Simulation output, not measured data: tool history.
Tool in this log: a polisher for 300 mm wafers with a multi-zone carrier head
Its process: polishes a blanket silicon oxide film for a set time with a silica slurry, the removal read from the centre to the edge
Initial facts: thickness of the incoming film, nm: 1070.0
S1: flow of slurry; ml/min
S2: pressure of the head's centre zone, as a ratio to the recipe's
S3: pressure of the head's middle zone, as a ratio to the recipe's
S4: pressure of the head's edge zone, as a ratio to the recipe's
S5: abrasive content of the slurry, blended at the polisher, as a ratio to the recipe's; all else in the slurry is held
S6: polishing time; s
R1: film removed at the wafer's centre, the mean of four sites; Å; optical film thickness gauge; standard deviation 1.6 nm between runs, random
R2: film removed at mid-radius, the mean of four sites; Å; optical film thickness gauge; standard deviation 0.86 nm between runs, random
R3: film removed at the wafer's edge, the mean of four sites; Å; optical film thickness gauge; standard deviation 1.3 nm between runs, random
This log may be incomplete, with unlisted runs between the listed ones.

run 1 day=0 | S1=150 S2=1 S3=1 S4=1 S5=1 S6=70 | R1=1771 R2=1727.3 R3=1742.1
run 2 day=0.204 | S1=140 S2=0.96 S3=0.98 S4=0.97 S5=0.95 S6=70 | R1=1624.8 R2=1667.3 R3=1706.4
run 3 day=0.338 | S1=135 S2=0.95 S3=0.97 S4=0.95 S5=0.85 S6=70 | R1=1545.8 R2=1593 R3=1612.4
run 4 day=0.471 | S1=135 S2=0.89 S3=0.97 S4=0.95 S5=0.85 S6=70 | R1=1494.4 R2=1588.2 R3=1633.8
run 5 day=0.604 | S1=135 S2=0.89 S3=0.91 S4=0.95 S5=0.85 S6=70 | R1=1488.7 R2=1510.2 R3=1609
run 6 day=0.888 | S1=135 S2=0.89 S3=0.91 S4=1.03 S5=0.85 S6=70 | R1=1492.3 R2=1519.3 R3=1660.9
run 7 day=1.117 | S1=130 S2=0.88 S3=0.91 S4=1 S5=0.8 S6=70 | R1=1437.2 R2=1476.5 R3=1614.7
run 8 day=1.25 | S1=125 S2=0.87 S3=0.91 S4=0.97 S5=0.75 S6=70 | R1=1431.7 R2=1436.4 R3=1543.6

Run 9 has not been measured yet. What should we expect?
run 9 day=1.596 | S1=130 S2=0.86 S3=0.93 S4=0.98 S5=0.7 S6=69 | R1=? R2=? R3=?

{"run 9": {"R1": 1366.1, "R2": 1437.7, "R3": 1515}}

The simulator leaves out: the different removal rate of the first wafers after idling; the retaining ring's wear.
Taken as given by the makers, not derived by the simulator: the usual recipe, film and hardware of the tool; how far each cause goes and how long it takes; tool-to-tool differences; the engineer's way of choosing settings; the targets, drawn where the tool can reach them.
